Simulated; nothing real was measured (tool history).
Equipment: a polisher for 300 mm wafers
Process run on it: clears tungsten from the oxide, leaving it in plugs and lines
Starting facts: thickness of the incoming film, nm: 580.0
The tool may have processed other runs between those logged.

| run | hour | flow of slurry (ml/min) | pressure of the wafer on the pad (kPa) | speed of the pad under the wafer (cm/s) | abrasive content of the slurry | overpolish time after the end point (s) | time until the end point was called (s) |
|---|---|---|---|---|---|---|---|
| 1 | 0.0 | 285 | 24.1 | 136 | 1.00 | 40 | 121.52 |
| 2 | 2.9 | 285 | 20.0 | 134 | 1.00 | 40 | 148.99 |
| 3 | 8.6 | 285 | 17.2 | 134 | 1.00 | 40 | 176.53 |
| 4 | 15.9 | 285 | 15.9 | 134 | 1.00 | 40 | 183.84 |
| 5 | 20.8 | 285 | 14.5 | 134 | 1.00 | 40 | 203.99 |
| 6 | 22.9 | 285 | 14.5 | 134 | 1.15 | 40 | 188.00 |
| 7 | 25.9 | 285 | 14.5 | 134 | 1.15 | 40 | 194.14 |

The next listed run, before its measurement:
| 8 | 34.5 | 285 | 13.8 | 134 | 1.15 | 40 | ? |

Run 8 yielded time until the end point was called (s) 203.95.

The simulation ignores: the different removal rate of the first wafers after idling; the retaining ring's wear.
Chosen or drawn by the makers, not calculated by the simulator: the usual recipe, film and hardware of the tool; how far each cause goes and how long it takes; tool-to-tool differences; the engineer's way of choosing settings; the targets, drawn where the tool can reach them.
